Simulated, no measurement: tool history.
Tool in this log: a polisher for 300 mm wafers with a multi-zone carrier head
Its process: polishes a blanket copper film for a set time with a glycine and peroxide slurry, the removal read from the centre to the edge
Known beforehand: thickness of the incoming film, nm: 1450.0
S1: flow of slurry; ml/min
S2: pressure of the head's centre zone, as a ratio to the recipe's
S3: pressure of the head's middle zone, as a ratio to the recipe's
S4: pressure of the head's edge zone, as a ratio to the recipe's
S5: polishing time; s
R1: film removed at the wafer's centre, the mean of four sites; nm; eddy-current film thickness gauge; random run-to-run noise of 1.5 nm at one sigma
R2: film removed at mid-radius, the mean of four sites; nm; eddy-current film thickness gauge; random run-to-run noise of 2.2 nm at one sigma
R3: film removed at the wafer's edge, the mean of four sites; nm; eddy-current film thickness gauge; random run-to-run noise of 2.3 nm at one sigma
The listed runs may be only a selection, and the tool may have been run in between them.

run 1 hour=0.0 | S1=175 S2=1.00 S3=1.00 S4=1.00 S5=55 | R1=250.73 R2=246.96 R3=251.31
run 2 hour=3.0 | S1=170 S2=1.00 S3=0.98 S4=0.98 S5=53 | R1=237.71 R2=235.11 R3=247.65
run 3 hour=5.3 | S1=170 S2=1.00 S3=0.98 S4=1.01 S5=53 | R1=236.81 R2=235.44 R3=245.61
run 4 hour=9.4 | S1=175 S2=1.01 S3=0.97 S4=1.01 S5=50 | R1=226.64 R2=221.37 R3=233.04
run 5 hour=11.8 | S1=180 S2=1.02 S3=0.96 S4=1.01 S5=48 | R1=224.85 R2=212.17 R3=225.14
run 6 hour=15.4 | S1=180 S2=1.02 S3=0.96 S4=0.95 S5=48 | R1=223.72 R2=213.71 R3=226.25
run 7 hour=19.6 | S1=180 S2=1.03 S3=0.96 S4=0.95 S5=46 | R1=212.21 R2=203.28 R3=211.48
-- hour=25.7 edge zone pressure recalibrated
run 8 hour=25.7 | S1=175 S2=1.04 S3=0.95 S4=0.94 S5=45 | R1=209.30 R2=198.11 R3=197.57
run 9 hour=30.2 | S1=170 S2=1.04 S3=0.93 S4=0.94 S5=45 | R1=209.51 R2=189.17 R3=197.68
run 10 hour=34.7 | S1=165 S2=1.03 S3=0.92 S4=0.94 S5=45 | R1=207.41 R2=188.63 R3=198.93
run 11 hour=38.8 | S1=160 S2=1.03 S3=0.91 S4=0.94 S5=45 | R1=205.21 R2=186.43 R3=192.35

For run 12, what comes out?
run 12 hour=41.8 | S1=160 S2=1.02 S3=0.90 S4=0.95 S5=45 | R1=? R2=? R3=?

R1: 205.65 nm
R2: 182.30 nm
R3: 198.33 nm

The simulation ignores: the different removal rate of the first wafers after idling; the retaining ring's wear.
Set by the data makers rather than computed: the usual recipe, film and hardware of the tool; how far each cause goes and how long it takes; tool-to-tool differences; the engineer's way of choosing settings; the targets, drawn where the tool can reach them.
